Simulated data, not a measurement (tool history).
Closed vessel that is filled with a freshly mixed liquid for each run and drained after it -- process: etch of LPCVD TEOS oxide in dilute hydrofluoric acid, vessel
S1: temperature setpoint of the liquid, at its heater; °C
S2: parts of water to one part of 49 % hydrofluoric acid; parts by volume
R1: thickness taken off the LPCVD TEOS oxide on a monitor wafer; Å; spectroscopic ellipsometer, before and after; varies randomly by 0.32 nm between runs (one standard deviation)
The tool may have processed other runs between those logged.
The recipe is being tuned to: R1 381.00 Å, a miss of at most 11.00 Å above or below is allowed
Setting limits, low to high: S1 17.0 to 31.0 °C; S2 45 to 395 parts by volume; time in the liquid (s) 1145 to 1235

Run 1, hour 0.0: S1 23.0 °C, S2 220 parts by volume, time in the liquid (s) 1145. Result: R1 733.83 Å.
Run 2, hour 1.0: S1 21.5 °C, S2 245 parts by volume, time in the liquid (s) 1145. Result: R1 623.85 Å.
Run 3, hour 9.2: S1 20.5 °C, S2 265 parts by volume, time in the liquid (s) 1145. Result: R1 536.63 Å.
Run 4, hour 9.7: S1 23.0 °C, S2 265 parts by volume, time in the liquid (s) 1145. Result: R1 584.13 Å.
Run 5, hour 17.9: S1 20.0 °C, S2 265 parts by volume, time in the liquid (s) 1145. Result: R1 524.94 Å.
Run 6, hour 19.6: S1 19.0 °C, S2 275 parts by volume, time in the liquid (s) 1145. Result: R1 483.69 Å.
Run 7, hour 25.9: S1 18.5 °C, S2 285 parts by volume, time in the liquid (s) 1145. Result: R1 458.96 Å.
Run 8, hour 33.7: S1 18.0 °C, S2 295 parts by volume, time in the liquid (s) 1145. Result: R1 426.98 Å.
Run 9, hour 39.7: S1 17.5 °C, S2 300 parts by volume, time in the liquid (s) 1145. Result: R1 408.26 Å.
Run 10, hour 43.3: S1 17.5 °C, S2 305 parts by volume, time in the liquid (s) 1145. Result: R1 401.60 Å.

Pick the move, out of 4, that brings all results within their allowed miss; only one does.
Run A, hour 46.9: S1 17.5 °C, S2 330 parts by volume, time in the liquid (s) 1205. Result: R1 ?.
Run B, hour 46.9: S1 17.0 °C, S2 310 parts by volume, time in the liquid (s) 1235. Result: R1 ?.
Run C, hour 46.9: S1 17.0 °C, S2 305 parts by volume, time in the liquid (s) 1190. Result: R1 ?.
Run D, hour 46.9: S1 17.0 °C, S2 305 parts by volume, time in the liquid (s) 1235. Result: R1 ?.

move      R1
   A  383.06
   B  417.02
   C  410.12
   D  425.62
A: every result within its allowed miss
B: its largest miss is bigger than the last run's
C: its largest miss is bigger than the last run's
D: its largest miss is bigger than the last run's
A is the move that brings every result within its allowed miss.
